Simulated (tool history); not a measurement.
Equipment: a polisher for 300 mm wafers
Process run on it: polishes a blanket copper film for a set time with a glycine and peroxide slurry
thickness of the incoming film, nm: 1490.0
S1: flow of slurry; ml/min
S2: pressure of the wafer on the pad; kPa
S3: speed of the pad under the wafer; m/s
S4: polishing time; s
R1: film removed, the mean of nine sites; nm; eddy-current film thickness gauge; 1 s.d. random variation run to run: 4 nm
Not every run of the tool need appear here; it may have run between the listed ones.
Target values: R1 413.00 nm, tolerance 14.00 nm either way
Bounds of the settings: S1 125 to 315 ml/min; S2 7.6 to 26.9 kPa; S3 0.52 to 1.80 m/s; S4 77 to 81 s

run,day,S1,S2,S3,S4,R1
1,0.000,205,17.2,1.16,77,473.74
2,0.158,205,16.5,1.16,77,450.05
3,0.308,205,16.5,1.16,81,482.45
4,0.517,230,16.5,1.16,81,484.46
5,0.546,185,16.5,1.16,81,465.63
6,0.704,185,16.5,1.26,81,495.86
7,0.758,180,15.9,1.26,81,478.60
8,1.058,175,15.2,1.26,81,460.88
9,1.379,170,15.2,1.26,81,457.55
10,1.604,165,15.2,1.26,81,455.15
11,1.900,160,15.2,1.26,81,447.96
12,1.983,155,15.2,1.26,81,441.49
13,2.238,155,15.2,1.26,81,445.96
14,2.575,155,15.2,1.26,81,450.28

5 next moves are on the table. One of them brings every result within its allowed miss. Which?
A,2.912,165,17.9,1.22,81,?
B,2.912,205,14.5,1.18,77,?
C,2.912,150,17.9,1.22,81,?
D,2.912,150,16.5,1.18,81,?
E,2.912,150,16.5,1.42,77,?

move,R1
A,501.71
B,408.25
C,489.55
D,445.56
E,494.80
A: its largest miss is bigger than the last run's
B: all results in spec
C: its largest miss is bigger than the last run's
D: nearer the targets than the last run, but a result is still out of spec
E: its largest miss is bigger than the last run's
The right move is B.
